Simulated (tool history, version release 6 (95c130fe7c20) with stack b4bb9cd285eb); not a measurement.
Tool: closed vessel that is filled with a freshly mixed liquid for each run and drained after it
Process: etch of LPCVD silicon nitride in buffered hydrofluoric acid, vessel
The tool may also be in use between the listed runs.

| run | hour | temperature setpoint of the liquid (°C) | parts of 40 % ammonium fluoride to one part of 49 % hydrofluoric acid (parts by volume) | time in the liquid (s) | thickness taken off the LPCVD silicon nitride on a monitor wafer (Å) |
|---|---|---|---|---|---|
| 1 | 0 | 24 | 10.5 | 1035 | 124.35 |
| 2 | 7.6 | 21.5 | 10.5 | 1035 | 109.03 |
| 3 | 12.2 | 21.5 | 10.5 | 825 | 85.747 |
| 4 | 12.8 | 22.5 | 10.5 | 825 | 90.82 |
| 5 | 16.5 | 23.5 | 10.5 | 825 | 98.291 |
|  | 20.5 | hydrofluoric acid flow meter replaced |
| 6 | 20.5 | 23.5 | 10.5 | 825 | 107.51 |
| 7 | 23.1 | 27.5 | 10 | 825 | 140.51 |

The next listed run, before its measurement:
| 8 | 27.1 | 28.5 | 10 | 825 | ? |

Run 8 gave thickness taken off the LPCVD silicon nitride on a monitor wafer (Å) 148.63.
